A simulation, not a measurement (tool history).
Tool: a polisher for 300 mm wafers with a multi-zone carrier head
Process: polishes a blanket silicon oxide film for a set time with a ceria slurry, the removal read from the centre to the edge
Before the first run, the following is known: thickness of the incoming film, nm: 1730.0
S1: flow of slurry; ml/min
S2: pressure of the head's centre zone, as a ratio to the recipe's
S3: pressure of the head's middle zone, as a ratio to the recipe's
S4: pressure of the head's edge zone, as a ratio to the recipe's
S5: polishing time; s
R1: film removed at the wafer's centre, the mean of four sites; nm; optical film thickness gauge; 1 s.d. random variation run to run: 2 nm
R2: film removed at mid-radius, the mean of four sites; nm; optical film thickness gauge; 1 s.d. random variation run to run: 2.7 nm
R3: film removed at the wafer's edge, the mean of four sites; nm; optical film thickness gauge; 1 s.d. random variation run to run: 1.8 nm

run,hour,S1,S2,S3,S4,S5,R1,R2,R3
1,0,305,1,1,1,51,194.31,195.51,199.64
2,5.8,305,1,0.95,1,51,190.23,184.15,201.07
3,9.9,305,0.99,0.97,1.03,54,199.41,200.46,216.45
4,11.9,305,0.99,1.01,1.03,54,201.44,206.85,218.16
5,18.5,255,0.99,1.01,1.03,54,198.44,204.71,213.68
6,27.1,255,0.99,0.94,1.03,54,198.54,194.26,212.58
7,33.7,315,1.02,1.04,1.13,66,254.97,262.4,276.99

What does the tool deliver on the next run?
8,38.8,320,1.02,1.05,1.13,66,?,?,?

R1: 256.23 nm
R2: 259.84 nm
R3: 276.97 nm

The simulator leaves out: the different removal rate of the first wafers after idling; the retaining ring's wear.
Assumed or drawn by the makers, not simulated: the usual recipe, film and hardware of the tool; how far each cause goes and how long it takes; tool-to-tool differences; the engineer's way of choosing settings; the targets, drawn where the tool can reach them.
